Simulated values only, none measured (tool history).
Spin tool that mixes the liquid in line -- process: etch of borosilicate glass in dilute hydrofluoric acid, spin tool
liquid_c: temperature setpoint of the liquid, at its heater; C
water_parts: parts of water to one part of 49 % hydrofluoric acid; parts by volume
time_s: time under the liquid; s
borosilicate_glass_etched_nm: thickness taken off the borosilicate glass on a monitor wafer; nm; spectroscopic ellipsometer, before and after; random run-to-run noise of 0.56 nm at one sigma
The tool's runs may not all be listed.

Run 1, hour 0: liquid_c 22 C, water_parts 95 parts by volume, time_s 120 s. Result: borosilicate_glass_etched_nm 45.308 nm.
Run 2, hour 7.4: liquid_c 18.5 C, water_parts 95 parts by volume, time_s 120 s. Result: borosilicate_glass_etched_nm 39.97 nm.
Run 3, hour 8.5: liquid_c 21.5 C, water_parts 90 parts by volume, time_s 120 s. Result: borosilicate_glass_etched_nm 47.73 nm.
Run 4, hour 13.1: liquid_c 24 C, water_parts 90 parts by volume, time_s 120 s. Result: borosilicate_glass_etched_nm 52.755 nm.
Run 5, hour 18.9: liquid_c 24 C, water_parts 110 parts by volume, time_s 120 s. Result: borosilicate_glass_etched_nm 42.502 nm.
Run 6, hour 20: liquid_c 24 C, water_parts 85 parts by volume, time_s 120 s. Result: borosilicate_glass_etched_nm 56.608 nm.

Predict the results of run 7:
Run 7, hour 27.6: liquid_c 25 C, water_parts 85 parts by volume, time_s 120 s. Result: borosilicate_glass_etched_nm ?.

{"run 7": {"borosilicate_glass_etched_nm": 58.626}}
